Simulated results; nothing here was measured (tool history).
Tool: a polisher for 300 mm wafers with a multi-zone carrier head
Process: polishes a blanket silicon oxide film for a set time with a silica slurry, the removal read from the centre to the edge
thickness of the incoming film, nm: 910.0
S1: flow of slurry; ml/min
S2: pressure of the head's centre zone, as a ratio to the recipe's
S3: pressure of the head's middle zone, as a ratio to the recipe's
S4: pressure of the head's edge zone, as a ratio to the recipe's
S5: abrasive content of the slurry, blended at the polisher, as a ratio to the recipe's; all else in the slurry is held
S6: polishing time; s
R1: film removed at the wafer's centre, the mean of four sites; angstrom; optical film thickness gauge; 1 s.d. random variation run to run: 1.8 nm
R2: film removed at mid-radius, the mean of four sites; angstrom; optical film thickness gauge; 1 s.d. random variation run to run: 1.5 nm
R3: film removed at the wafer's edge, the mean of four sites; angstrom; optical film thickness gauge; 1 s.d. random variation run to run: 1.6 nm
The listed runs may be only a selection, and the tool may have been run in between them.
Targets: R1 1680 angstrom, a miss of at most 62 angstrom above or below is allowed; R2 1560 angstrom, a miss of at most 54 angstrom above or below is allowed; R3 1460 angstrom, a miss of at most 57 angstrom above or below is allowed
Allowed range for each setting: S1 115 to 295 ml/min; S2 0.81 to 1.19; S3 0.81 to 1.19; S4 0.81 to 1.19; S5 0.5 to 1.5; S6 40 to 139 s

run 1 hour=0 | S1=190 S2=1 S3=1 S4=1 S5=1 S6=89 | R1=2054 R2=1938.2 R3=2042.3
run 2 hour=1.2 | S1=190 S2=1 S3=1 S4=0.98 S5=0.95 S6=89 | R1=2003.1 R2=1893.8 R3=1942
run 3 hour=3.2 | S1=190 S2=1 S3=1 S4=0.96 S5=0.9 S6=89 | R1=1933.8 R2=1826.1 R3=1900.7
run 4 hour=9.2 | S1=190 S2=1 S3=1 S4=0.99 S5=0.9 S6=89 | R1=1957.4 R2=1854.4 R3=1904.7
run 5 hour=16.7 | S1=190 S2=1.01 S3=1 S4=0.98 S5=0.85 S6=89 | R1=1882.2 R2=1803.4 R3=1833.8
run 6 hour=21 | S1=190 S2=1.02 S3=1 S4=0.97 S5=0.8 S6=89 | R1=1860 R2=1744.9 R3=1819.6
run 7 hour=22.8 | S1=195 S2=1.03 S3=1.01 S4=0.95 S5=0.75 S6=88 | R1=1759.8 R2=1713.9 R3=1683.8
run 8 hour=29.2 | S1=195 S2=1.04 S3=1.01 S4=0.94 S5=0.75 S6=88 | R1=1822.2 R2=1687.9 R3=1691.4
run 9 hour=34.2 | S1=195 S2=1.04 S3=1.01 S4=0.93 S5=0.75 S6=88 | R1=1794.8 R2=1648.2 R3=1627.4
run 10 hour=36.6 | S1=195 S2=1.04 S3=1.01 S4=0.92 S5=0.75 S6=88 | R1=1803.3 R2=1686.7 R3=1641.3
run 11 hour=39.3 | S1=190 S2=1.04 S3=1.01 S4=0.91 S5=0.75 S6=88 | R1=1797.2 R2=1659.1 R3=1659.3
run 12 hour=45.3 | S1=190 S2=1.04 S3=1.01 S4=0.9 S5=0.75 S6=88 | R1=1791.8 R2=1652.8 R3=1636.4
run 13 hour=53.4 | S1=190 S2=1.04 S3=1.01 S4=0.89 S5=0.75 S6=88 | R1=1814.5 R2=1670.3 R3=1605.2
run 14 hour=56.5 | S1=190 S2=1.04 S3=1.01 S4=0.88 S5=0.75 S6=88 | R1=1796.3 R2=1667.1 R3=1601.9
run 15 hour=62.1 | S1=190 S2=1.04 S3=1.01 S4=0.87 S5=0.75 S6=88 | R1=1788.4 R2=1678.2 R3=1607.8
run 16 hour=67.1 | S1=190 S2=1.04 S3=1.01 S4=0.86 S5=0.75 S6=88 | R1=1799.3 R2=1661.2 R3=1569.8
run 17 hour=73.3 | S1=150 S2=1.01 S3=0.99 S4=0.81 S5=0.7 S6=88 | R1=1606.6 R2=1484 R3=1465.6
run 18 hour=80.7 | S1=155 S2=1.01 S3=0.99 S4=0.81 S5=0.7 S6=88 | R1=1592.3 R2=1520.1 R3=1464.9

Of the 5 settings listed for the next run, only one would bring every result within its allowed miss of target. Which one?
run A hour=88.1 | S1=200 S2=1.02 S3=1 S4=0.81 S5=0.8 S6=88 | R1=? R2=? R3=?
run B hour=88.1 | S1=140 S2=1.09 S3=1.06 S4=0.85 S5=1.05 S6=71 | R1=? R2=? R3=?
run C hour=88.1 | S1=185 S2=1.03 S3=1.07 S4=0.81 S5=0.85 S6=78 | R1=? R2=? R3=?
run D hour=88.1 | S1=175 S2=1.04 S3=1 S4=0.86 S5=0.65 S6=99 | R1=? R2=? R3=?
run E hour=88.1 | S1=145 S2=0.89 S3=0.98 S4=0.81 S5=0.55 S6=116 | R1=? R2=? R3=?

move=A R1=1859.8 R2=1706.8 R3=1654.5
move=B R1=1705.4 R2=1550.2 R3=1488.1
move=C R1=1696.9 R2=1634.5 R3=1499.8
move=D R1=1841.2 R2=1661.2 R3=1663.6
move=E R1=1586.3 R2=1652.8 R3=1655.8
A: pushes the last run's worst result past its target
B: every result within its allowed miss
C: meets the target for the result that was furthest off, but another lies outside its allowed miss
D: pushes the last run's worst result past its target
E: moves away from the targets compared with the last run
Answer: B
